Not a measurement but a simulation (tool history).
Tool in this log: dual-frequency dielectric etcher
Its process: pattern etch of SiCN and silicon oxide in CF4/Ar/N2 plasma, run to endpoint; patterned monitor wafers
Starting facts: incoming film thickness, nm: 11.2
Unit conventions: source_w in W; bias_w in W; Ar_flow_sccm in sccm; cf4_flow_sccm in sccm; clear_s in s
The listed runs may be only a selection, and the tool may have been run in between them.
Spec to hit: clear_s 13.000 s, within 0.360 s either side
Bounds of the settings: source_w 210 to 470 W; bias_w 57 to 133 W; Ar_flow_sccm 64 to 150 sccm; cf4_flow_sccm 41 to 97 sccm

{"run": 1, "hour": 0.0, "source_w": 340, "bias_w": 95, "Ar_flow_sccm": 107, "cf4_flow_sccm": 69, "clear_s": 16.128}
{"run": 2, "hour": 3.0, "source_w": 340, "bias_w": 95, "Ar_flow_sccm": 120, "cf4_flow_sccm": 69, "clear_s": 16.263}
{"run": 3, "hour": 8.2, "source_w": 350, "bias_w": 96, "Ar_flow_sccm": 120, "cf4_flow_sccm": 69, "clear_s": 16.034}
{"run": 4, "hour": 14.2, "source_w": 350, "bias_w": 96, "Ar_flow_sccm": 120, "cf4_flow_sccm": 79, "clear_s": 15.659}
{"run": 5, "hour": 15.8, "source_w": 350, "bias_w": 85, "Ar_flow_sccm": 120, "cf4_flow_sccm": 79, "clear_s": 16.332}
{"run": 6, "hour": 24.3, "source_w": 350, "bias_w": 85, "Ar_flow_sccm": 138, "cf4_flow_sccm": 79, "clear_s": 16.702}
{"run": 7, "hour": 31.9, "source_w": 360, "bias_w": 86, "Ar_flow_sccm": 138, "cf4_flow_sccm": 79, "clear_s": 16.344}
{"run": 8, "hour": 40.8, "source_w": 370, "bias_w": 87, "Ar_flow_sccm": 138, "cf4_flow_sccm": 79, "clear_s": 15.994}
{"run": 9, "hour": 43.5, "source_w": 380, "bias_w": 88, "Ar_flow_sccm": 138, "cf4_flow_sccm": 79, "clear_s": 15.588}
{"run": 10, "hour": 47.4, "source_w": 440, "bias_w": 92, "Ar_flow_sccm": 137, "cf4_flow_sccm": 80, "clear_s": 13.985}
{"run": 11, "hour": 50.4, "source_w": 440, "bias_w": 93, "Ar_flow_sccm": 137, "cf4_flow_sccm": 80, "clear_s": 13.872}
{"run": 12, "hour": 53.1, "source_w": 440, "bias_w": 94, "Ar_flow_sccm": 137, "cf4_flow_sccm": 80, "clear_s": 13.909}
{"run": 13, "hour": 61.3, "source_w": 440, "bias_w": 95, "Ar_flow_sccm": 137, "cf4_flow_sccm": 80, "clear_s": 13.827}
{"run": 14, "hour": 64.0, "source_w": 440, "bias_w": 96, "Ar_flow_sccm": 137, "cf4_flow_sccm": 80, "clear_s": 13.75}

Consider the 4 candidate settings below. Which is the only one whose results all fall within their allowed miss of target?
{"run": "A", "hour": 66.7, "source_w": 370, "bias_w": 128, "Ar_flow_sccm": 150, "cf4_flow_sccm": 82, "clear_s": "?"}
{"run": "B", "hour": 66.7, "source_w": 460, "bias_w": 95, "Ar_flow_sccm": 145, "cf4_flow_sccm": 75, "clear_s": "?"}
{"run": "C", "hour": 66.7, "source_w": 470, "bias_w": 104, "Ar_flow_sccm": 147, "cf4_flow_sccm": 81, "clear_s": "?"}
{"run": "D", "hour": 66.7, "source_w": 430, "bias_w": 93, "Ar_flow_sccm": 134, "cf4_flow_sccm": 80, "clear_s": "?"}

move=A clear_s=13.864
move=B clear_s=13.600
move=C clear_s=12.859
move=D clear_s=14.023
A: misses by more than the last run did
B: nearer the targets than the last run, but a result is still out of spec
C: in spec on every target
D: misses by more than the last run did
So the answer is move C, the one that meets all the targets.

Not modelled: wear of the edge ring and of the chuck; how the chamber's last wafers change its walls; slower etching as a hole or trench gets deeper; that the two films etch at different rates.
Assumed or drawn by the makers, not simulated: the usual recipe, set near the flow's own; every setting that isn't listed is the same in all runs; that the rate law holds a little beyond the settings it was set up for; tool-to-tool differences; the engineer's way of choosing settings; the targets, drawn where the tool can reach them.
